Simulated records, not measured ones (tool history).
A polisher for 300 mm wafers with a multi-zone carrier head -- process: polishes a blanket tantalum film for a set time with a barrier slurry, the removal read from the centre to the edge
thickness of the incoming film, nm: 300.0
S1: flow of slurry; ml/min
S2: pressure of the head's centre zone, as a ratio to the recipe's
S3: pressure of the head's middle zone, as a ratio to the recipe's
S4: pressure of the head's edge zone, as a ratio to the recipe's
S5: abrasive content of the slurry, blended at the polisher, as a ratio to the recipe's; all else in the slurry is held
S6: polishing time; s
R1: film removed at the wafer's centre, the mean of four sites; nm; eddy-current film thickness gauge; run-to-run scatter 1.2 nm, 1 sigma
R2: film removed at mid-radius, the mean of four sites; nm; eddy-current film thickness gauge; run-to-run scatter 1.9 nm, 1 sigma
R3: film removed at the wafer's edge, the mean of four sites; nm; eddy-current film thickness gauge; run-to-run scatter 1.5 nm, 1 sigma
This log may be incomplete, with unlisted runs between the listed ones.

Run 1, hour 0: S1 210 ml/min, S2 1, S3 1, S4 1, S5 1, S6 59 s. Result: R1 123.54 nm, R2 120.62 nm, R3 121.79 nm.
Run 2, hour 8.7: S1 220 ml/min, S2 1.02, S3 1.01, S4 1.05, S5 1.15, S6 62 s. Result: R1 137.98 nm, R2 134.22 nm, R3 136.91 nm.
Run 3, hour 16.4: S1 225 ml/min, S2 1.03, S3 1.02, S4 1.09, S5 1.25, S6 65 s. Result: R1 148.66 nm, R2 145.81 nm, R3 146.87 nm.
Run 4, hour 18.6: S1 225 ml/min, S2 1.03, S3 1.02, S4 1.12, S5 1.25, S6 65 s. Result: R1 149.36 nm, R2 144.94 nm, R3 151.92 nm.
Run 5, hour 25.8: S1 235 ml/min, S2 1.04, S3 1.02, S4 1.14, S5 1.35, S6 67 s. Result: R1 158.65 nm, R2 152.09 nm, R3 159.19 nm.
Run 6, hour 31.5: S1 235 ml/min, S2 1.04, S3 1.02, S4 1.14, S5 1.5, S6 67 s. Result: R1 163.54 nm, R2 157.21 nm, R3 162.29 nm.
Run 7, hour 36.9: S1 245 ml/min, S2 1.04, S3 1.02, S4 1.16, S5 1.5, S6 69 s. Result: R1 167.83 nm, R2 163.4 nm, R3 169.98 nm.

Forecast run 8:
Run 8, hour 44.7: S1 250 ml/min, S2 1.05, S3 1.02, S4 1.17, S5 1.5, S6 70 s. Result: R1 ?, R2 ?, R3 ?.

R1: 172.25 nm
R2: 163.83 nm
R3: 174.6 nm
